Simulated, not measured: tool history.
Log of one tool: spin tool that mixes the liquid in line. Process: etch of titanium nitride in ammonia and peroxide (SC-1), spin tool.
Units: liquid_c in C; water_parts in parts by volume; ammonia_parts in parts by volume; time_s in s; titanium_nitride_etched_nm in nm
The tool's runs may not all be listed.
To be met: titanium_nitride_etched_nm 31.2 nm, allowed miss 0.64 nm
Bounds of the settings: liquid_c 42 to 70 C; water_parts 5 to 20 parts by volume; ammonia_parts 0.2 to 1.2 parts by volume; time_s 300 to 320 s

{"run": 1, "day": 0.0, "liquid_c": 58, "water_parts": 11, "ammonia_parts": 0.9, "time_s": 300, "titanium_nitride_etched_nm": 24.481}
{"run": 2, "day": 0.296, "liquid_c": 53.5, "water_parts": 11, "ammonia_parts": 0.9, "time_s": 300, "titanium_nitride_etched_nm": 17.94}
{"run": 3, "day": 0.617, "liquid_c": 53.5, "water_parts": 11, "ammonia_parts": 0.9, "time_s": 320, "titanium_nitride_etched_nm": 19.285}
{"run": 4, "day": 0.946, "liquid_c": 53.5, "water_parts": 11, "ammonia_parts": 1.15, "time_s": 320, "titanium_nitride_etched_nm": 19.943}
{"run": 5, "day": 1.033, "liquid_c": 54.5, "water_parts": 11, "ammonia_parts": 1.15, "time_s": 320, "titanium_nitride_etched_nm": 21.378}
{"run": 6, "day": 1.325, "liquid_c": 54.5, "water_parts": 11, "ammonia_parts": 1.2, "time_s": 320, "titanium_nitride_etched_nm": 21.344}
{"run": 7, "day": 1.375, "liquid_c": 55, "water_parts": 11, "ammonia_parts": 1.2, "time_s": 320, "titanium_nitride_etched_nm": 22.12}
{"run": 8, "day": 1.425, "liquid_c": 55.5, "water_parts": 11, "ammonia_parts": 1.2, "time_s": 320, "titanium_nitride_etched_nm": 23.023}
{"run": 9, "day": 1.638, "liquid_c": 56, "water_parts": 11, "ammonia_parts": 1.2, "time_s": 320, "titanium_nitride_etched_nm": 23.869}
{"run": 10, "day": 1.792, "liquid_c": 56.5, "water_parts": 11, "ammonia_parts": 1.2, "time_s": 320, "titanium_nitride_etched_nm": 24.723}
{"run": 11, "day": 1.912, "liquid_c": 57, "water_parts": 11, "ammonia_parts": 1.2, "time_s": 320, "titanium_nitride_etched_nm": 25.377}
{"run": 12, "day": 1.992, "liquid_c": 57.5, "water_parts": 11, "ammonia_parts": 1.2, "time_s": 320, "titanium_nitride_etched_nm": 26.238}
{"run": 13, "day": 2.308, "liquid_c": 58, "water_parts": 11, "ammonia_parts": 1.2, "time_s": 320, "titanium_nitride_etched_nm": 27.37}
{"run": 14, "day": 2.417, "liquid_c": 59, "water_parts": 11, "ammonia_parts": 1.2, "time_s": 320, "titanium_nitride_etched_nm": 29.185}
{"run": 15, "day": 2.779, "liquid_c": 59, "water_parts": 11, "ammonia_parts": 1.2, "time_s": 320, "titanium_nitride_etched_nm": 28.775}
{"run": 16, "day": 2.871, "liquid_c": 59.5, "water_parts": 11, "ammonia_parts": 1.2, "time_s": 320, "titanium_nitride_etched_nm": 29.802}
{"run": 17, "day": 3.071, "liquid_c": 60.5, "water_parts": 11, "ammonia_parts": 1.2, "time_s": 320, "titanium_nitride_etched_nm": 32.131}

Which of these 5 next moves meets every target?
{"run": "A", "day": 3.271, "liquid_c": 63.5, "water_parts": 12.5, "ammonia_parts": 1.1, "time_s": 310, "titanium_nitride_etched_nm": "?"}
{"run": "B", "day": 3.271, "liquid_c": 61.5, "water_parts": 11, "ammonia_parts": 1.05, "time_s": 300, "titanium_nitride_etched_nm": "?"}
{"run": "C", "day": 3.271, "liquid_c": 60, "water_parts": 9.5, "ammonia_parts": 1.15, "time_s": 320, "titanium_nitride_etched_nm": "?"}
{"run": "D", "day": 3.271, "liquid_c": 64, "water_parts": 14.5, "ammonia_parts": 1.2, "time_s": 300, "titanium_nitride_etched_nm": "?"}
{"run": "E", "day": 3.271, "liquid_c": 59.5, "water_parts": 8, "ammonia_parts": 1.2, "time_s": 300, "titanium_nitride_etched_nm": "?"}

move=A titanium_nitride_etched_nm=34.669
move=B titanium_nitride_etched_nm=31.247
move=C titanium_nitride_etched_nm=32.946
move=D titanium_nitride_etched_nm=32.521
move=E titanium_nitride_etched_nm=32.647
A: further off than the last run
B: meets every target
C: further off than the last run
D: further off than the last run
E: further off than the last run
Move B is the one to make.
